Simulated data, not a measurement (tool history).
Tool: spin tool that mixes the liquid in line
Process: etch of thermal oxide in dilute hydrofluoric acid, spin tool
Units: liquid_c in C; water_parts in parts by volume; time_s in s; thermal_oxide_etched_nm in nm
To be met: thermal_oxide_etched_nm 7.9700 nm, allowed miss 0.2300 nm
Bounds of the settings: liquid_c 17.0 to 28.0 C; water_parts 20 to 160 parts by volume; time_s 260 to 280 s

run	hour	liquid_c	water_parts	time_s	thermal_oxide_etched_nm
1	0.0	20.0	90	260	11.3650
2	6.6	19.0	95	260	10.2030
3	7.8	19.0	70	260	14.2970
4	10.4	21.0	70	260	15.4680
5	17.0	21.0	85	260	12.4720
6	19.7	21.0	85	260	12.5120
7	24.2	20.0	90	260	11.2650
8	28.9	19.0	95	260	10.2110
9	29.6	18.5	100	260	9.4133
10	36.6	18.0	105	260	8.7337
11	38.0	17.5	105	260	8.5347

Which of these 4 next moves meets every target?
A	39.4	18.5	120	270	?
B	39.4	17.0	105	260	?
C	39.4	18.5	120	280	?
D	39.4	17.0	105	265	?

move	thermal_oxide_etched_nm
A	7.9951
B	8.3965
C	8.2912
D	8.5579
A: meets every target
B: nearer than the last run, and not there yet
C: nearer than the last run, and not there yet
D: as far off as the last run
Move A is the one to make.

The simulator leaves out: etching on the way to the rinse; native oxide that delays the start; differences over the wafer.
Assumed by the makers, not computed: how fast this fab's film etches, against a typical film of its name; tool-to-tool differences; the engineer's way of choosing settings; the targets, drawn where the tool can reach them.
